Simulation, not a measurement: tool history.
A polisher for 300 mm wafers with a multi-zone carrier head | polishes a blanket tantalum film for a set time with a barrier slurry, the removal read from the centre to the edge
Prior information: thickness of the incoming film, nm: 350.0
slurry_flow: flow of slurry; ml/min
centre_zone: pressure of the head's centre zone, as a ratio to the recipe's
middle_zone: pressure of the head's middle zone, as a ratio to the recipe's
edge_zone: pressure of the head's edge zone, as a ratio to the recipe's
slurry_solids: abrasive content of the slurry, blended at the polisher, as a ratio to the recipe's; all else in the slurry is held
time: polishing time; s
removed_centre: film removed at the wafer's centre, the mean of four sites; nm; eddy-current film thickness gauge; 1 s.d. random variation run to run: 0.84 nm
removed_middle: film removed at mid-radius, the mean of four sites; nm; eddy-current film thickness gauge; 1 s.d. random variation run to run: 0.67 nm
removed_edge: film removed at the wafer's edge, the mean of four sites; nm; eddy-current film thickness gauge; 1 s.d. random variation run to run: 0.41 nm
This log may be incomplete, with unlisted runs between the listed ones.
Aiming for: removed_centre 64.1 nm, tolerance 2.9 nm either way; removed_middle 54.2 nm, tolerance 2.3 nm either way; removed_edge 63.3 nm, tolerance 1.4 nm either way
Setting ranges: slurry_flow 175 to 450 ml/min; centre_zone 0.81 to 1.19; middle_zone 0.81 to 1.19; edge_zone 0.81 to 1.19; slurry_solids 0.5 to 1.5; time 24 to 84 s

run,hour,slurry_flow,centre_zone,middle_zone,edge_zone,slurry_solids,time,removed_centre,removed_middle,removed_edge
1,0,290,1,1,1,1,54,97.722,95.315,100.67
2,2.6,290,1,1,1,0.9,54,92.395,93.478,97.392
3,4.5,290,1,1,1,1.05,54,98.477,97.856,102.65
4,8.1,290,1,1,1.05,1.05,54,99.564,99.743,103.64
5,12.7,290,1.01,0.98,1.03,0.95,51,92.974,89.891,94.342
6,19.4,285,1,0.95,1.01,0.85,49,83.693,80.482,84.817
7,28.2,220,1.03,0.85,1.01,0.6,42,59.879,50.058,60.544
8,34,230,1.03,0.85,1.01,0.6,42,61.056,50.248,59.561
9,36.9,240,1.03,0.85,1.02,0.6,42,60.901,51.188,61.172

Below are 5 possible settings for the next run. Only one of them brings all results inside the allowed miss of their targets. Which is it?
A,39.8,290,1.1,0.98,0.91,0.55,44,?,?,?
B,39.8,235,1.04,0.91,0.97,0.7,39,?,?,?
C,39.8,345,1.02,0.81,0.99,0.5,44,?,?,?
D,39.8,230,1.05,0.88,1.01,0.65,42,?,?,?
E,39.8,175,1.05,0.81,0.9,0.55,53,?,?,?

move,removed_centre,removed_middle,removed_edge
A,64.635,57.215,57.727
B,61.209,54.054,60.14
C,56.629,46.188,56.686
D,63.721,54.226,63.319
E,69.539,55.551,66.389
A: its largest miss is bigger than the last run's
B: its largest miss is bigger than the last run's
C: its largest miss is bigger than the last run's
D: each result inside its tolerance
E: carries the result that was furthest off beyond its target, to the other side
Move D is the one to make.
